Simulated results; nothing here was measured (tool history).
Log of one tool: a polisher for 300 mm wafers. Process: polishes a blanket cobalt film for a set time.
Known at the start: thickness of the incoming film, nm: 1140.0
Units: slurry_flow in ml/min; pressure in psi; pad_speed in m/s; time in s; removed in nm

run 1 day=0.000 | slurry_flow=240 pressure=1.8 pad_speed=0.94 time=55 | removed=255.84
run 2 day=0.250 | slurry_flow=240 pressure=1.7 pad_speed=0.94 time=55 | removed=236.37
run 3 day=0.604 | slurry_flow=240 pressure=1.6 pad_speed=0.94 time=55 | removed=229.98
run 4 day=0.654 | slurry_flow=240 pressure=2.0 pad_speed=0.94 time=55 | removed=276.49
run 5 day=0.704 | slurry_flow=240 pressure=2.0 pad_speed=0.74 time=55 | removed=217.80
-- day=0.908 head pressure recalibrated
run 6 day=0.908 | slurry_flow=240 pressure=1.9 pad_speed=0.74 time=55 | removed=222.01

The next listed run, before its measurement:
run 7 day=1.133 | slurry_flow=240 pressure=1.9 pad_speed=0.74 time=55 | removed=?

{"run 7": {"removed": 222.41}}
